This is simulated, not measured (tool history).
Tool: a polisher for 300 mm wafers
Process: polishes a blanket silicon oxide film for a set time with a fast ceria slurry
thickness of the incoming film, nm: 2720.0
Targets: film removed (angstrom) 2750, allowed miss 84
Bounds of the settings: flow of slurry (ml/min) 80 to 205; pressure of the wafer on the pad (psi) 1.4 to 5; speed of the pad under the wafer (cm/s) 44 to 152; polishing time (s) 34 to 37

run  hour  flow of slurry (ml/min)  pressure of the wafer on the pad (psi)  speed of the pad under the wafer (cm/s)  polishing time (s)  film removed (angstrom)
  1     0                      135                                     3.2                                       98                  37                   5395.4
  2   4.5                      130                                     2.9                                       96                  37                   4689.3
  3     7                      125                                     2.7                                       96                  37                   4440.8
  4   8.4                      125                                     2.4                                       96                  37                   3993.9
  5  11.6                      125                                     2.3                                       96                  37                   3815.5
  6  12.4                      125                                     2.3                                      110                  37                   4314.7
  7  14.5                      125                                     2.2                                      108                  37                   4039.4
  8  21.8                      125                                     2.1                                      106                  37                   3849.6
  9  25.7                      125                                       2                                      104                  37                   3570.1
 10    30                      125                                     1.9                                      104                  37                   3370.8
 11  34.9                      105                                     1.4                                      104                  37                   2484.6
 12  41.9                      130                                     1.4                                      104                  37                   2576.3

Which of these 4 next moves meets every target?
  A  48.9                      130                                     1.6                                       90                  37                        ?
  B  48.9                      130                                     1.6                                       94                  35                        ?
  C  48.9                       85                                     2.4                                       76                  34                        ?
  D  48.9                      130                                     1.6                                       92                  37                        ?

move  film removed (angstrom)
   A                   2563.5
   B                   2520.4
   C                   2762.7
   D                     2614
A: further off than the last run
B: further off than the last run
C: meets every target
D: nearer than the last run, and not there yet
Move C is the one to make.

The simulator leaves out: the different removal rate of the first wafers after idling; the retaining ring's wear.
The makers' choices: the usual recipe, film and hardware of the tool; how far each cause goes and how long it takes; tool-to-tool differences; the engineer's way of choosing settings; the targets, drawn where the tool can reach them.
